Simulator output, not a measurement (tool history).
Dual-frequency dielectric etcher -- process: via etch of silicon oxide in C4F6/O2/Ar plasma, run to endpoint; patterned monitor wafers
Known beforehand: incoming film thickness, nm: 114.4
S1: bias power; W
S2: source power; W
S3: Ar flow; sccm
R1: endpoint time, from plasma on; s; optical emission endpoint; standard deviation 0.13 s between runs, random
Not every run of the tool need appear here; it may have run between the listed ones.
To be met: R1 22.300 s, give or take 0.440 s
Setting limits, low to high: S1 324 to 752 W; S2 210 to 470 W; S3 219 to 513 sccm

run  hour   S1   S2   S3      R1
  1   0.0  538  340  366  26.206
  2   2.2  538  340  389  25.736
  3   3.2  571  340  390  25.715
  4   7.3  599  360  389  24.206
  5  13.4  599  360  455  25.239
  6  20.3  511  360  455  26.790
  7  24.9  551  370  453  25.433
  8  26.8  582  370  452  24.869
  9  30.5  607  370  452  24.480

Exactly one of the 5 candidate moves below puts every result within its allowed miss. Which one?
  A  34.2  586  440  495   ?
  B  34.2  606  400  466   ?
  C  34.2  714  440  448   ?
  D  34.2  662  380  467   ?
  E  34.2  642  430  437   ?

move      R1
   A  23.355
   B  23.944
   C  21.410
   D  23.592
   E  22.499
A: moves toward the targets from the last run without getting all of them in spec
B: moves toward the targets from the last run without getting all of them in spec
C: carries the result that was furthest off beyond its target, to the other side
D: moves toward the targets from the last run without getting all of them in spec
E: all results land within tolerance of their targets
The move that meets every target is E.
